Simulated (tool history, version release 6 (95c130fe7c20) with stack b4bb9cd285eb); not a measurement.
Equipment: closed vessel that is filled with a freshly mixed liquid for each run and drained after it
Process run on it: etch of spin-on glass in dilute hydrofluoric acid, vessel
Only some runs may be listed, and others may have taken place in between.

run	hour	temperature setpoint of the liquid (°C)	parts of water to one part of 49 % hydrofluoric acid (parts by volume)	time in the liquid (s)	thickness taken off the spin-on glass on a monitor wafer (angstrom)
1	0.0	25.0	180	530	867.2
2	6.3	24.0	180	530	843.6
3	14.6	24.0	130	530	1246.5
4	16.7	24.0	100	530	1673.3
5	24.5	24.0	70	530	2522.0
6	25.9	24.0	70	530	2480.6

Run 7 comes next. What will it give?
7	29.8	23.5	80	530	?

Run 7 gave thickness taken off the spin-on glass on a monitor wafer (angstrom) 2114.8.

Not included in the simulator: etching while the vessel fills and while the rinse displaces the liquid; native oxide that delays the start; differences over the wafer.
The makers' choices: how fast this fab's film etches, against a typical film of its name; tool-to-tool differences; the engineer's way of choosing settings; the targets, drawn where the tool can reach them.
